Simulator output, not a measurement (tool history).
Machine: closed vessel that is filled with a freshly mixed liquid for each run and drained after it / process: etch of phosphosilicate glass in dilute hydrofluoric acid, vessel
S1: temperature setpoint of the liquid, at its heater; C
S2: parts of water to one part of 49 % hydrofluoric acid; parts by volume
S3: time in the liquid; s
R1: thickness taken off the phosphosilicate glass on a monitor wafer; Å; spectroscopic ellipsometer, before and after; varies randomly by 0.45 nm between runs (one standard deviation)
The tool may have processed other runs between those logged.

Run 1, day 0: S1 20 C, S2 220 parts by volume, S3 85 s. Result: R1 358.06 Å.
Run 2, day 0.312: S1 20 C, S2 250 parts by volume, S3 85 s. Result: R1 299.49 Å.
Run 3, day 0.367: S1 20 C, S2 305 parts by volume, S3 85 s. Result: R1 236.01 Å.
Run 4, day 0.638: S1 22 C, S2 270 parts by volume, S3 85 s. Result: R1 296.42 Å.
Run 5, day 0.808: S1 23.5 C, S2 240 parts by volume, S3 85 s. Result: R1 364.15 Å.
Run 6, day 0.867: S1 23.5 C, S2 165 parts by volume, S3 85 s. Result: R1 572.65 Å.
Run 7, day 0.946: S1 24 C, S2 165 parts by volume, S3 85 s. Result: R1 589.12 Å.

For run 8, what comes out?
Run 8, day 1.179: S1 24.5 C, S2 165 parts by volume, S3 85 s. Result: R1 ?.

R1: 589.88 Å
